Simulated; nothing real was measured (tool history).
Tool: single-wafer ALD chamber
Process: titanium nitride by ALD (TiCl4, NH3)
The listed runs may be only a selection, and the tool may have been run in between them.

run  hour  heater temperature setpoint (deg C)  number of ALD cycles (cycles)  NH3 pulse time (s)  mean film thickness on the monitor wafer (angstrom)
  1     0                                  380                             46                2.68                                               9.8919
  2   8.8                                  380                             46                3.26                                               10.075
  3  15.1                                  373                             45                2.57                                               9.6946
  4  19.3                                  378                             45                2.57                                                9.698
  5  26.8                                  378                             45                1.96                                               9.6233
  6  31.8                                  378                             45                2.45                                                9.789

Estimate the outcome of run 7 from the log above:
  7  34.3                                  371                             45                2.01                                                    ?

Run 7 came out at mean film thickness on the monitor wafer (angstrom) 9.5594.
